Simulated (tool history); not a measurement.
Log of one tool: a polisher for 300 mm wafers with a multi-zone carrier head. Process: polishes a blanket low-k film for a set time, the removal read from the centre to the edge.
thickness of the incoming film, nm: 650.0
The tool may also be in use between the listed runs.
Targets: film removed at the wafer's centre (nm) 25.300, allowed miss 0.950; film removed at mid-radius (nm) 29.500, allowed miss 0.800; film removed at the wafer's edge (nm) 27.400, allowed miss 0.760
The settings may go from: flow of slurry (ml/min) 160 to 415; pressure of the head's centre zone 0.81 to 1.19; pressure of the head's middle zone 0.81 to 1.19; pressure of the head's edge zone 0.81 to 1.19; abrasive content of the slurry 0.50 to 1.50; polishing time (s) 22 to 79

run  hour  flow of slurry (ml/min)  pressure of the head's centre zone  pressure of the head's middle zone  pressure of the head's edge zone  abrasive content of the slurry  polishing time (s)  film removed at the wafer's centre (nm)  film removed at mid-radius (nm)  film removed at the wafer's edge (nm)
  1   0.0                      265                                1.00                                1.00                              1.00                            1.00                  50                                   19.691                           20.621                                 20.329
  2   8.2                      265                                1.00                                1.00                              1.00                            0.80                  50                                   18.131                           18.984                                 18.726
  3   9.2                      265                                1.00                                1.00                              1.00                            0.65                  50                                   17.018                           17.547                                 17.158
  4  11.6                      275                                1.01                                1.03                              1.03                            0.80                  50                                   18.570                           19.302                                 19.044
  5  19.0                      280                                1.01                                1.06                              1.04                            0.90                  50                                   19.308                           21.107                                 19.780
  6  23.2                      280                                1.01                                1.06                              1.04                            0.85                  50                                   18.833                           20.282                                 19.478
  7  26.1                      285                                1.01                                1.08                              1.06                            0.95                  50                                   19.902                           21.787                                 20.461
  8  31.4                      295                                0.96                                1.11                              1.16                            1.20                  52                                   21.394                           25.315                                 24.399
  9  36.1                      300                                0.97                                1.12                              1.16                            1.25                  52                                   21.959                           25.356                                 24.779
 10  37.9                      305                                0.97                                1.13                              1.15                            1.30                  52                                   22.483                           26.581                                 24.969
 11  44.2                      310                                0.97                                1.14                              1.16                            1.35                  52                                   22.658                           26.674                                 25.762
 12  47.4                      330                                1.02                                1.19                              1.11                            1.50                  53                                   25.301                           29.889                                 26.494
 13  52.7                      330                                1.02                                1.19                              1.12                            1.50                  53                                   25.459                           29.493                                 26.366
 14  57.9                      330                                1.02                                1.19                              1.13                            1.50                  53                                   24.695                           29.680                                 27.040

4 next moves are on the table. One of them brings every result within its allowed miss. Which?
  A  63.1                      280                                0.98                                1.19                              1.19                            1.40                  52                                        ?                                ?                                      ?
  B  63.1                      300                                0.94                                1.19                              1.18                            1.50                  54                                        ?                                ?                                      ?
  C  63.1                      395                                0.98                                1.13                              1.11                            1.50                  54                                        ?                                ?                                      ?
  D  63.1                      380                                1.04                                1.15                              1.09                            1.50                  55                                        ?                                ?                                      ?

move  film removed at the wafer's centre (nm)  film removed at mid-radius (nm)  film removed at the wafer's edge (nm)
   A                                   22.715                           28.054                                 25.651
   B                                   23.321                           30.022                                 27.275
   C                                   24.986                           29.433                                 26.965
   D                                   26.933                           30.333                                 27.140
A: further off than the last run
B: further off than the last run
C: meets every target
D: takes the result that was furthest off past its target
The right move is C.

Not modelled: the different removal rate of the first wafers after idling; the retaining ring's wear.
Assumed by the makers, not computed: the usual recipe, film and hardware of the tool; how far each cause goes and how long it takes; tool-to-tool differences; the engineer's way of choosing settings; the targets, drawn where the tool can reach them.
